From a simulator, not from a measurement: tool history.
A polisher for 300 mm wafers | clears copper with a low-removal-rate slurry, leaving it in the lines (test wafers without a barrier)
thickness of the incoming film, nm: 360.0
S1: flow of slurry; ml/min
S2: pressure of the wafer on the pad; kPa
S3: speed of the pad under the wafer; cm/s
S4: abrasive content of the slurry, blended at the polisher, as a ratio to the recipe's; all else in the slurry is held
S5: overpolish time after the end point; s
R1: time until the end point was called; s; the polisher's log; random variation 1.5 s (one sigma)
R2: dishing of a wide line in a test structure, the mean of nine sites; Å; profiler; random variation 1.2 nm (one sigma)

run,hour,S1,S2,S3,S4,S5,R1,R2
1,0,285,13.8,116,1,29,147.33,404.32
2,2.2,285,15.2,116,1,29,136.48,443.75
3,10.7,250,15.2,116,1,29,139,433.44
4,15.7,255,15.9,116,1,31,131.03,480.89
# hour 19.7: slurry nozzle cleaned
5,19.7,255,15.9,116,1,36,129.2,550.53
6,20.9,230,15.9,116,1,36,128.6,530.86
7,28.5,235,15.9,116,1,37,127.57,553.46
8,36.1,235,15.9,116,1,38,128.17,567.3
9,40.8,235,15.9,116,1,38,126.93,539.9

Forecast run 10:
10,45.5,240,15.9,116,1,39,?,?

{"run 10": {"R1": 127.64, "R2": 555.34}}
